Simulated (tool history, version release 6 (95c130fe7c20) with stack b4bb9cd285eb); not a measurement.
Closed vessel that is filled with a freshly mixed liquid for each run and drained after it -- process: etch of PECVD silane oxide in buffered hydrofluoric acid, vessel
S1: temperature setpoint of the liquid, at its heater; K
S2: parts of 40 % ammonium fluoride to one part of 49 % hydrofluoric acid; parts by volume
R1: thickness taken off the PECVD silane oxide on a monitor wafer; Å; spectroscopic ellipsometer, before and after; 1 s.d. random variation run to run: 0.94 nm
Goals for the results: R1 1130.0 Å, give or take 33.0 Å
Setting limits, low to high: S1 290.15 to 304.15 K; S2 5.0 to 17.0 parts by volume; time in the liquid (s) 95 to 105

run 1 hour=0.0 | S1=296.15 S2=10.5 time_in_the_liquid_(s)=95 | R1=1346.6
run 2 hour=3.7 | S1=296.15 S2=10.5 time_in_the_liquid_(s)=105 | R1=1449.4
run 3 hour=11.8 | S1=294.15 S2=10.5 time_in_the_liquid_(s)=105 | R1=1315.8
run 4 hour=18.0 | S1=293.15 S2=10.5 time_in_the_liquid_(s)=105 | R1=1242.5
run 5 hour=26.2 | S1=292.65 S2=10.5 time_in_the_liquid_(s)=105 | R1=1223.2
run 6 hour=32.8 | S1=292.65 S2=9.5 time_in_the_liquid_(s)=105 | R1=1334.3
run 7 hour=34.4 | S1=291.65 S2=9.5 time_in_the_liquid_(s)=105 | R1=1251.3
run 8 hour=40.3 | S1=291.15 S2=9.5 time_in_the_liquid_(s)=105 | R1=1221.2
run 9 hour=48.1 | S1=291.15 S2=9.5 time_in_the_liquid_(s)=105 | R1=1217.7
run 10 hour=50.0 | S1=290.65 S2=9.5 time_in_the_liquid_(s)=105 | R1=1172.8

Which of these 4 next moves meets every target?
run A hour=51.9 | S1=290.15 S2=9.0 time_in_the_liquid_(s)=100 | R1=?
run B hour=51.9 | S1=290.15 S2=10.5 time_in_the_liquid_(s)=105 | R1=?
run C hour=51.9 | S1=290.15 S2=9.5 time_in_the_liquid_(s)=95 | R1=?
run D hour=51.9 | S1=290.15 S2=8.0 time_in_the_liquid_(s)=95 | R1=?

move=A R1=1113.8
move=B R1=1043.6
move=C R1=1022.7
move=D R1=1202.5
A: meets every target
B: takes the result that was furthest off past its target
C: takes the result that was furthest off past its target
D: moves away from the targets compared with the last run
A meets every target.
